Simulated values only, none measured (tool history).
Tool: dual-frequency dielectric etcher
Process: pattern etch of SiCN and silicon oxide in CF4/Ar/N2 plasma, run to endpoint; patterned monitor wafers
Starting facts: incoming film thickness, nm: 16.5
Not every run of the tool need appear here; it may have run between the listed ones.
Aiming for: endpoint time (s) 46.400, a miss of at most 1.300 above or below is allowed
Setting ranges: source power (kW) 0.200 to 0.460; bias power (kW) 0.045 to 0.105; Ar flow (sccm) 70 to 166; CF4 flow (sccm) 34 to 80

{"run": 1, "hour": 0.0, "source power (kW)": 0.33, "bias power (kW)": 0.075, "Ar flow (sccm)": 118, "CF4 flow (sccm)": 57, "endpoint time (s)": 27.025}
{"run": 2, "hour": 4.5, "source power (kW)": 0.33, "bias power (kW)": 0.075, "Ar flow (sccm)": 118, "CF4 flow (sccm)": 64, "endpoint time (s)": 26.431}
{"run": 3, "hour": 8.8, "source power (kW)": 0.33, "bias power (kW)": 0.075, "Ar flow (sccm)": 106, "CF4 flow (sccm)": 64, "endpoint time (s)": 25.852}
{"run": 4, "hour": 13.9, "source power (kW)": 0.33, "bias power (kW)": 0.075, "Ar flow (sccm)": 121, "CF4 flow (sccm)": 64, "endpoint time (s)": 26.653}
{"run": 5, "hour": 16.0, "source power (kW)": 0.33, "bias power (kW)": 0.065, "Ar flow (sccm)": 121, "CF4 flow (sccm)": 64, "endpoint time (s)": 28.76}
{"run": 6, "hour": 25.0, "source power (kW)": 0.33, "bias power (kW)": 0.072, "Ar flow (sccm)": 121, "CF4 flow (sccm)": 64, "endpoint time (s)": 26.934}
{"run": 7, "hour": 29.7, "source power (kW)": 0.27, "bias power (kW)": 0.057, "Ar flow (sccm)": 132, "CF4 flow (sccm)": 60, "endpoint time (s)": 39.973}
{"run": 8, "hour": 34.6, "source power (kW)": 0.26, "bias power (kW)": 0.057, "Ar flow (sccm)": 132, "CF4 flow (sccm)": 60, "endpoint time (s)": 42.099}

Below are 5 possible settings for the next run. Only one of them brings all results inside the allowed miss of their targets. Which is it?
{"run": "A", "hour": 39.5, "source power (kW)": 0.24, "bias power (kW)": 0.051, "Ar flow (sccm)": 133, "CF4 flow (sccm)": 59, "endpoint time (s)": "?"}
{"run": "B", "hour": 39.5, "source power (kW)": 0.24, "bias power (kW)": 0.052, "Ar flow (sccm)": 146, "CF4 flow (sccm)": 60, "endpoint time (s)": "?"}
{"run": "C", "hour": 39.5, "source power (kW)": 0.28, "bias power (kW)": 0.047, "Ar flow (sccm)": 135, "CF4 flow (sccm)": 52, "endpoint time (s)": "?"}
{"run": "D", "hour": 39.5, "source power (kW)": 0.23, "bias power (kW)": 0.056, "Ar flow (sccm)": 136, "CF4 flow (sccm)": 57, "endpoint time (s)": "?"}
{"run": "E", "hour": 39.5, "source power (kW)": 0.25, "bias power (kW)": 0.046, "Ar flow (sccm)": 159, "CF4 flow (sccm)": 73, "endpoint time (s)": "?"}

move=A endpoint_time_(s)=49.924
move=B endpoint_time_(s)=49.768
move=C endpoint_time_(s)=46.166
move=D endpoint_time_(s)=49.724
move=E endpoint_time_(s)=50.149
A: moves the result that the last run missed by most past its target, out the other side
B: moves the result that the last run missed by most past its target, out the other side
C: meets every target
D: moves the result that the last run missed by most past its target, out the other side
E: moves the result that the last run missed by most past its target, out the other side
C meets every target.

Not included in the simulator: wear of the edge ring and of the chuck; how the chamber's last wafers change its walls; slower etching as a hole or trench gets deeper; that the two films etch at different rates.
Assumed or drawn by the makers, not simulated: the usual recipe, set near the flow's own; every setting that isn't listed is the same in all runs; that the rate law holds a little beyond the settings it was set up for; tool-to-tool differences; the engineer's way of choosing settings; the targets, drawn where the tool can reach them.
